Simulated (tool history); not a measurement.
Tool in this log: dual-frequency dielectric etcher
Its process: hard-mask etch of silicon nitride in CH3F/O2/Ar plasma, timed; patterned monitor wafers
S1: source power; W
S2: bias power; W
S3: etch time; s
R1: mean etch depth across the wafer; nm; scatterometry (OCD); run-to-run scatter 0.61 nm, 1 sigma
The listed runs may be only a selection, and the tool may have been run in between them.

Run 1, hour 0.0: S1 280 W, S2 74 W, S3 279.5 s. Result: R1 177.47 nm.
Run 2, hour 3.0: S1 280 W, S2 74 W, S3 292.0 s. Result: R1 185.95 nm.
Run 3, hour 7.2: S1 280 W, S2 74 W, S3 292.0 s. Result: R1 184.75 nm.
Run 4, hour 9.7: S1 280 W, S2 74 W, S3 279.5 s. Result: R1 176.40 nm.
Run 5, hour 14.1: S1 280 W, S2 74 W, S3 279.5 s. Result: R1 177.85 nm.
Run 6, hour 20.4: S1 320 W, S2 74 W, S3 279.5 s. Result: R1 186.72 nm.
Run 7, hour 22.7: S1 290 W, S2 72 W, S3 279.5 s. Result: R1 176.89 nm.
Run 8, hour 30.5: S1 270 W, S2 71 W, S3 279.5 s. Result: R1 173.15 nm.
Run 9, hour 32.7: S1 250 W, S2 68 W, S3 279.5 s. Result: R1 166.63 nm.
Run 10, hour 33.6: S1 240 W, S2 66 W, S3 279.5 s. Result: R1 164.14 nm.

Estimate the outcome of run 11 from the log above:
Run 11, hour 41.0: S1 230 W, S2 64 W, S3 279.5 s. Result: R1 ?.

R1: 159.17 nm
